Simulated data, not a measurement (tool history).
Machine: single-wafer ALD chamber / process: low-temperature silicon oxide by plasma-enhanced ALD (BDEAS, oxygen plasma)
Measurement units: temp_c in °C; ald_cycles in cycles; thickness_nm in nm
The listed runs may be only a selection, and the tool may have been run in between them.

run	hour	temp_c	ald_cycles	thickness_nm
1	0	115	69	9.4259
2	3.2	115	59	8.0562
3	9.2	105	59	8.2249
4	17.1	109	59	8.1629
5	23.7	109	55	7.6285
6	32.5	117	55	7.4658

Expected results for the next run?
7	38	113	60	?

thickness_nm: 8.2087 nm
